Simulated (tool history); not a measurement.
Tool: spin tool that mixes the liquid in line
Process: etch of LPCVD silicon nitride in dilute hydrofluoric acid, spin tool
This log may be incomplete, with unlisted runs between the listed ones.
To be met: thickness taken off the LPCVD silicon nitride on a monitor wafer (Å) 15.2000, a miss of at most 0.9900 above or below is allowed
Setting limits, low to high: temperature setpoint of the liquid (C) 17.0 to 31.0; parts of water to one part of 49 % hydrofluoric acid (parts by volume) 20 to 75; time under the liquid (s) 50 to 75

run	day	temperature setpoint of the liquid (C)	parts of water to one part of 49 % hydrofluoric acid (parts by volume)	time under the liquid (s)	thickness taken off the LPCVD silicon nitride on a monitor wafer (Å)
1	0.000	23.0	45	75	6.3440
2	0.183	24.5	40	75	8.1038
3	0.338	25.5	40	75	8.7361
4	0.696	25.5	35	75	9.7551
5	0.925	22.5	35	75	7.8217
6	1.117	24.0	35	75	8.8862
7	1.138	28.0	30	75	13.5730
8	1.242	28.0	30	75	13.6920
9	1.608	28.0	30	75	13.4560
10	1.983	28.5	30	75	13.6350

Which single option among these 5 for the next run brings every result within its allowed miss of target? Just one does.
A	2.358	30.0	20	50	?
B	2.358	31.0	30	60	?
C	2.358	27.5	35	75	?
D	2.358	28.0	30	65	?
E	2.358	29.0	25	55	?

move	thickness taken off the LPCVD silicon nitride on a monitor wafer (Å)
A	15.4490
B	13.4010
C	11.4210
D	11.8900
E	12.8310
A: hits every target within its allowed miss
B: moves away from the targets compared with the last run
C: moves away from the targets compared with the last run
D: moves away from the targets compared with the last run
E: moves away from the targets compared with the last run
The right move is A.

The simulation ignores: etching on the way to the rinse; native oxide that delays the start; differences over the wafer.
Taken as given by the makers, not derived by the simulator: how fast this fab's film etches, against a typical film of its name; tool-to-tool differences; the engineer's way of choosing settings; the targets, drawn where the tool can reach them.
